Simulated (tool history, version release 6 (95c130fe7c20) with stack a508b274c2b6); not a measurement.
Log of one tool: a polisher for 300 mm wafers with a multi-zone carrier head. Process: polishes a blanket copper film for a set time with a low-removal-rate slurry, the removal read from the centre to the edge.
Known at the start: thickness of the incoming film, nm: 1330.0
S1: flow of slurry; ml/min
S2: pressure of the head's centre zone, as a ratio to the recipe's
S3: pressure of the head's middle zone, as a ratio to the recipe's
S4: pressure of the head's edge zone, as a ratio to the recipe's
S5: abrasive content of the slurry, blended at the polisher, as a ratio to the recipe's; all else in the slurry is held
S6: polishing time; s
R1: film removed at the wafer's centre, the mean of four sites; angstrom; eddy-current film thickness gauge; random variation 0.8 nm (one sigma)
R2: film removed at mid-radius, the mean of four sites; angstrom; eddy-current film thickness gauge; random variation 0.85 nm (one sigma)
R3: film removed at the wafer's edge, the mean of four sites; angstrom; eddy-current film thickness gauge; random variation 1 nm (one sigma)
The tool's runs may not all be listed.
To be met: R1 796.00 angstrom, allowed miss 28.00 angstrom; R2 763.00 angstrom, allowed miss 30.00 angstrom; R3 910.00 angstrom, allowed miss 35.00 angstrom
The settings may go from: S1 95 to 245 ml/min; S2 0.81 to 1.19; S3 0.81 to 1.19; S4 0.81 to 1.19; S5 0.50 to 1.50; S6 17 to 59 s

run 1 hour=0.0 | S1=155 S2=1.00 S3=1.00 S4=1.00 S5=1.00 S6=38 | R1=705.12 R2=692.04 R3=720.08
run 2 hour=7.9 | S1=165 S2=0.99 S3=0.99 S4=1.05 S5=1.10 S6=38 | R1=702.76 R2=719.89 R3=750.96
run 3 hour=14.8 | S1=165 S2=0.99 S3=0.99 S4=1.05 S5=1.20 S6=38 | R1=712.12 R2=737.28 R3=758.83
run 4 hour=23.0 | S1=170 S2=0.99 S3=0.95 S4=1.08 S5=1.25 S6=39 | R1=755.60 R2=735.15 R3=808.55
run 5 hour=31.2 | S1=175 S2=0.98 S3=0.94 S4=1.11 S5=1.30 S6=39 | R1=758.33 R2=737.98 R3=831.27
run 6 hour=35.5 | S1=180 S2=0.98 S3=0.93 S4=1.13 S5=1.35 S6=39 | R1=768.84 R2=744.87 R3=839.37
run 7 hour=39.6 | S1=180 S2=0.97 S3=0.92 S4=1.14 S5=1.40 S6=39 | R1=769.39 R2=730.55 R3=852.68
run 8 hour=44.0 | S1=185 S2=0.97 S3=0.92 S4=1.15 S5=1.40 S6=39 | R1=764.97 R2=733.42 R3=853.74
run 9 hour=50.8 | S1=185 S2=0.97 S3=0.92 S4=1.16 S5=1.40 S6=39 | R1=757.52 R2=731.45 R3=860.82

4 next moves are on the table. One of them brings every result within its allowed miss. Which?
run A hour=57.6 | S1=170 S2=1.01 S3=0.98 S4=1.17 S5=1.45 S6=36 | R1=? R2=? R3=?
run B hour=57.6 | S1=170 S2=0.97 S3=1.01 S4=1.14 S5=1.35 S6=41 | R1=? R2=? R3=?
run C hour=57.6 | S1=160 S2=0.98 S3=0.93 S4=1.19 S5=1.40 S6=41 | R1=? R2=? R3=?
run D hour=57.6 | S1=225 S2=0.93 S3=0.95 S4=1.07 S5=1.50 S6=36 | R1=? R2=? R3=?

move=A R1=742.62 R2=713.72 R3=798.50
move=B R1=800.77 R2=822.28 R3=884.29
move=C R1=804.03 R2=763.85 R3=904.18
move=D R1=722.45 R2=731.80 R3=793.75
A: further off than the last run
B: brings the result that was furthest off to its target, and leaves another outside
C: meets every target
D: further off than the last run
Move C is the one to make.
